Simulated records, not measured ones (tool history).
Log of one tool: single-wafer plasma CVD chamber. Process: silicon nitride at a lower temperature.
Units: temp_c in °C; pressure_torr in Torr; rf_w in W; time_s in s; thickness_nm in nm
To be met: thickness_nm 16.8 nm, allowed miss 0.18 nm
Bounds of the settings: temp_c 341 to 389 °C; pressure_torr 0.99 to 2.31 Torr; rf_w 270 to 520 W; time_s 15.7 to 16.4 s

run,hour,temp_c,pressure_torr,rf_w,time_s,thickness_nm
1,0,365,1.65,395,16.4,21.445
2,5.8,365,1.65,395,16.4,21.34
3,12.5,365,1.65,355,16.4,19.775
4,19.5,365,1.65,305,16.4,17.825
5,21,365,1.65,305,15.7,16.983
6,22.7,365,1.65,335,15.7,18.197
7,25.2,365,1.51,335,15.7,17.743
8,32.4,365,1.42,335,15.7,17.408
9,36.3,365,1.36,335,15.7,17.165
10,42.4,365,1.33,335,15.7,16.959

Which of these 5 next moves meets every target?
A,48.5,381,1.33,325,16.4,?
B,48.5,362,1.3,340,15.8,?
C,48.5,375,1.07,345,16.4,?
D,48.5,367,1.27,335,16.2,?
E,48.5,372,1.31,325,16.4,?

move,thickness_nm
A,17.233
B,17.134
C,16.685
D,17.219
E,17.2
A: further off than the last run
B: further off than the last run
C: meets every target
D: further off than the last run
E: further off than the last run
Move C is the one to make.
